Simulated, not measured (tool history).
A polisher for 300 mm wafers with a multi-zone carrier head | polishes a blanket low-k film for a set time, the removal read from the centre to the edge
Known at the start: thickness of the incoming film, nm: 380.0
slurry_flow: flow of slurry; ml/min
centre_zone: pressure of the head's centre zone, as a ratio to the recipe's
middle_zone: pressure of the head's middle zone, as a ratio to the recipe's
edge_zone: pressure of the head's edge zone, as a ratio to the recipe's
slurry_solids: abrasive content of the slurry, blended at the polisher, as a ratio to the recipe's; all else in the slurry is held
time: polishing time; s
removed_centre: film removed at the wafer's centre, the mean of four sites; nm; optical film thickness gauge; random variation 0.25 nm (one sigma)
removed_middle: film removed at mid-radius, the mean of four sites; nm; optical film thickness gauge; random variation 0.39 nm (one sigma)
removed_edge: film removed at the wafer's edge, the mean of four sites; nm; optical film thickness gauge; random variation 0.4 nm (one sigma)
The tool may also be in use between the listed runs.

run	day	slurry_flow	centre_zone	middle_zone	edge_zone	slurry_solids	time	removed_centre	removed_middle	removed_edge
1	0.000	205	1.00	1.00	1.00	1.00	67	27.919	26.265	27.840
2	0.354	205	1.00	1.04	1.00	1.00	67	27.571	27.959	27.090
3	0.388	215	1.02	1.04	1.02	1.05	67	28.397	28.466	28.304
4	0.625	215	1.02	1.04	1.05	1.05	67	28.197	28.391	28.382
5	0.875	220	1.05	1.04	1.05	1.10	67	29.724	29.171	28.872
6	1.212	225	1.07	1.04	1.05	1.15	67	30.845	29.264	29.231
7	1.562	230	1.08	1.04	1.05	1.20	67	30.978	29.002	29.910
8	1.846	230	1.10	1.05	1.05	1.25	67	31.756	29.600	30.034
9	1.996	235	1.12	1.06	1.05	1.25	67	32.719	30.860	30.380

Run 10 comes next. What will it give?
10	2.079	240	1.13	1.06	1.05	1.25	67	?	?	?

Run 10 gave removed_centre 32.804 nm, removed_middle 30.372 nm, removed_edge 30.238 nm.
